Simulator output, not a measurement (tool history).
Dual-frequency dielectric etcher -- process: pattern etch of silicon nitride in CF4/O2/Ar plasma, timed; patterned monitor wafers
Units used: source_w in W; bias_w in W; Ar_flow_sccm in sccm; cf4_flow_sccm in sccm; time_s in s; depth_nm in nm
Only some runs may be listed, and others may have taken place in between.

run,hour,source_w,bias_w,Ar_flow_sccm,cf4_flow_sccm,time_s,depth_nm
1,0,410,51,107,138,8,12.712
2,3.1,340,51,107,138,8,11.067
3,7.3,300,51,107,138,8,10.055
4,13.1,340,51,107,138,8,11.131
5,17.8,340,51,107,150,8,11.093
6,22.1,340,51,107,150,8,11.216
7,26,370,51,107,150,8,11.781
8,29.4,390,51,107,150,8,12.384
9,35.6,410,51,107,150,8,12.876
10,40,420,51,107,150,8,13.044
11,44.9,430,51,107,150,8,13.371
12,53.3,440,51,107,150,8,13.53

Run 13 is up next; what results do you expect?
13,54.7,450,51,107,150,8,?

For run 13 the tool returned depth_nm 13.836 nm.
